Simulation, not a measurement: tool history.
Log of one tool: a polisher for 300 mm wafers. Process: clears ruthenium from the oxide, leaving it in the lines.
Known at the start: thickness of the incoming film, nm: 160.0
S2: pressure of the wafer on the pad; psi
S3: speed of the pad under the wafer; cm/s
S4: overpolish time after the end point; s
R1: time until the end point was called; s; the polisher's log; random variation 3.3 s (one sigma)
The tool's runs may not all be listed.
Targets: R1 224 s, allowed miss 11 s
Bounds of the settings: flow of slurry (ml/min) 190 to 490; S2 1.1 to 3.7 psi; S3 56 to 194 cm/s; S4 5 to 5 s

{"run": 1, "hour": 0.0, "flow of slurry (ml/min)": 315, "S2": 2.4, "S3": 124, "S4": 5, "R1": 104.09}
{"run": 2, "hour": 2.7, "flow of slurry (ml/min)": 315, "S2": 2.4, "S3": 152, "S4": 5, "R1": 86.709}
{"run": 3, "hour": 8.7, "flow of slurry (ml/min)": 355, "S2": 2.4, "S3": 152, "S4": 5, "R1": 84.509}
{"run": 4, "hour": 16.5, "flow of slurry (ml/min)": 350, "S2": 2.2, "S3": 142, "S4": 5, "R1": 98.895}
{"run": 5, "hour": 21.7, "flow of slurry (ml/min)": 345, "S2": 2, "S3": 134, "S4": 5, "R1": 112.84}
{"run": 6, "hour": 25.4, "flow of slurry (ml/min)": 290, "S2": 2, "S3": 134, "S4": 5, "R1": 112.58}
{"run": 7, "hour": 28.3, "flow of slurry (ml/min)": 290, "S2": 1.9, "S3": 126, "S4": 5, "R1": 129.07}
{"run": 8, "hour": 33.9, "flow of slurry (ml/min)": 290, "S2": 1.8, "S3": 122, "S4": 5, "R1": 142.04}
{"run": 9, "hour": 37.6, "flow of slurry (ml/min)": 290, "S2": 1.7, "S3": 120, "S4": 5, "R1": 149.98}
{"run": 10, "hour": 44.1, "flow of slurry (ml/min)": 290, "S2": 1.6, "S3": 118, "S4": 5, "R1": 157.2}
{"run": 11, "hour": 47.0, "flow of slurry (ml/min)": 290, "S2": 1.5, "S3": 116, "S4": 5, "R1": 169.02}
{"run": 12, "hour": 52.6, "flow of slurry (ml/min)": 290, "S2": 1.4, "S3": 114, "S4": 5, "R1": 182.05}
{"run": 13, "hour": 53.4, "flow of slurry (ml/min)": 290, "S2": 1.4, "S3": 112, "S4": 5, "R1": 191.52}

Which of these 5 next moves meets every target?
{"run": "A", "hour": 54.2, "flow of slurry (ml/min)": 365, "S2": 1.3, "S3": 98, "S4": 5, "R1": "?"}
{"run": "B", "hour": 54.2, "flow of slurry (ml/min)": 210, "S2": 1.5, "S3": 76, "S4": 5, "R1": "?"}
{"run": "C", "hour": 54.2, "flow of slurry (ml/min)": 280, "S2": 1.4, "S3": 136, "S4": 5, "R1": "?"}
{"run": "D", "hour": 54.2, "flow of slurry (ml/min)": 355, "S2": 1.7, "S3": 120, "S4": 5, "R1": "?"}
{"run": "E", "hour": 54.2, "flow of slurry (ml/min)": 295, "S2": 1.5, "S3": 114, "S4": 5, "R1": "?"}

move=A R1=227.46
move=B R1=273.17
move=C R1=159.43
move=D R1=148.86
move=E R1=177.37
A: meets every target
B: takes the result that was furthest off past its target
C: further off than the last run
D: further off than the last run
E: further off than the last run
The right move is A.

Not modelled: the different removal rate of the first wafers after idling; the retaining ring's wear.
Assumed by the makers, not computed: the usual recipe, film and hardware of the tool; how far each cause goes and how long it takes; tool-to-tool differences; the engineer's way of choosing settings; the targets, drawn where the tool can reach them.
